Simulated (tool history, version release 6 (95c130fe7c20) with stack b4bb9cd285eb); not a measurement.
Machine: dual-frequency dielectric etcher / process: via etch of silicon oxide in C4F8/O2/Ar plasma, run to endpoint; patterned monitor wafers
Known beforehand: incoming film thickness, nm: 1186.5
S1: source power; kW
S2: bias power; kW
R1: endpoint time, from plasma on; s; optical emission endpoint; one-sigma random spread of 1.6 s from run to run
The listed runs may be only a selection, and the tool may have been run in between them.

run	day	S1	S2	R1
1	0	1.41	2.372	279.65
2	0.096	1.41	2.057	292.5
3	0.162	1.54	2.172	281.95
4	0.267	1.75	2.172	268.46
# day 0.479: bias power generator calibrated
5	0.479	1.81	2.298	253.28
6	0.688	1.81	2.545	247.16
7	1.017	1.84	2.558	245.21

Run 8 is up next; what results do you expect?
8	1.362	1.86	2.568	?

R1: 245.79 s

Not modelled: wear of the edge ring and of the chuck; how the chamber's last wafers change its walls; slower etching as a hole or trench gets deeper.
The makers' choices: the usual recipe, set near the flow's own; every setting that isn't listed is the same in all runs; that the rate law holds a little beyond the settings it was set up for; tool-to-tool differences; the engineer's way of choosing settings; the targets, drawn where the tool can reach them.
